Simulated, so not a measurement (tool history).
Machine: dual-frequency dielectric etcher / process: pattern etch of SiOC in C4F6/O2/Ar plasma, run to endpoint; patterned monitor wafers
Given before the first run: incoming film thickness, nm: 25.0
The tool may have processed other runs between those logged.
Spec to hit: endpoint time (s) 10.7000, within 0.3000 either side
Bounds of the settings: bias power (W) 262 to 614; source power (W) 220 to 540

run  hour  bias power (W)  source power (W)  endpoint time (s)
  1   0.0             438               380             9.0841
  2   8.7             438               330             9.9198
  3  14.6             499               330             9.5693
  4  22.3             471               330             9.7997
  5  23.9             459               320             9.9042
  6  32.0             492               320             9.6557
  7  34.8             476               310             9.9543
  8  37.5             465               310             9.9404
  9  46.3             455               300            10.3450
 10  53.9             450               300            10.4500
 11  59.7             447               300            10.4510

Exactly one of the 5 candidate moves below puts every result within its allowed miss. Which one?
  A  65.5             436               270                  ?
  B  65.5             459               310                  ?
  C  65.5             439               320                  ?
  D  65.5             438               290                  ?
  E  65.5             451               330                  ?

move  endpoint time (s)
   A            11.3250
   B            10.2070
   C            10.1730
   D            10.8040
   E             9.9006
A: moves the result that the last run missed by most past its target, out the other side
B: misses by more than the last run did
C: misses by more than the last run did
D: each result inside its tolerance
E: misses by more than the last run did
Move D is the one to make.
